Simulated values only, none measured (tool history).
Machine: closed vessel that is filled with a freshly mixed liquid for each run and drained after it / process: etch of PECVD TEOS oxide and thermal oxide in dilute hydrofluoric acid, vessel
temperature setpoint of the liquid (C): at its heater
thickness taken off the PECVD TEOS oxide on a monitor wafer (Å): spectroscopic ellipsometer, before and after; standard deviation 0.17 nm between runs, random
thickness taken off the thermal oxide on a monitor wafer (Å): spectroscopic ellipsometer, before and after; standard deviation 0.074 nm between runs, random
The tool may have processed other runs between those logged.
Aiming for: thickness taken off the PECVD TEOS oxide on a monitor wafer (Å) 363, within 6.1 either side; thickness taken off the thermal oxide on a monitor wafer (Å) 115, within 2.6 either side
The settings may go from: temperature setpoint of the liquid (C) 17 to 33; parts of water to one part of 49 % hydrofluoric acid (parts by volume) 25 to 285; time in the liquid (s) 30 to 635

run  hour  temperature setpoint of the liquid (C)  parts of water to one part of 49 % hydrofluoric acid (parts by volume)  time in the liquid (s)  thickness taken off the PECVD TEOS oxide on a monitor wafer (Å)  thickness taken off the thermal oxide on a monitor wafer (Å)
  1     0                                      25                                                                     155                     325                                                           283.32                                                        90.646
  2   6.3                                    27.5                                                                     155                     325                                                           309.68                                                        99.782
  3  10.6                                    28.5                                                                     155                     325                                                           322.92                                                        101.74
  4    16                                      30                                                                     155                     325                                                           337.36                                                        108.74
  5  18.1                                      30                                                                     155                     450                                                           473.76                                                        149.43
  6  26.4                                      30                                                                     115                     450                                                           670.32                                                        210.47
  7    35                                      26                                                                     120                     450                                                            547.7                                                        175.85
  8  37.6                                    23.5                                                                     125                     450                                                           478.79                                                        149.13
  9  40.9                                    19.5                                                                     145                     450                                                           344.53                                                        108.08

Which of these 4 next moves meets every target?
  A  44.2                                    18.5                                                                     130                     435                                                                ?                                                             ?
  B  44.2                                      29                                                                     125                     290                                                                ?                                                             ?
  C  44.2                                    19.5                                                                     125                     420                                                                ?                                                             ?
  D  44.2                                    26.5                                                                     170                     420                                                                ?                                                             ?

move  thickness taken off the PECVD TEOS oxide on a monitor wafer (Å)  thickness taken off the thermal oxide on a monitor wafer (Å)
   A                                                           362.08                                                        114.55
   B                                                           380.08                                                        120.24
   C                                                           380.68                                                        120.43
   D                                                            348.9                                                        110.38
A: hits every target within its allowed miss
B: pushes the last run's worst result past its target
C: pushes the last run's worst result past its target
D: closes in on the targets versus the last run, not all within tolerance yet
Go with A: it meets all targets.

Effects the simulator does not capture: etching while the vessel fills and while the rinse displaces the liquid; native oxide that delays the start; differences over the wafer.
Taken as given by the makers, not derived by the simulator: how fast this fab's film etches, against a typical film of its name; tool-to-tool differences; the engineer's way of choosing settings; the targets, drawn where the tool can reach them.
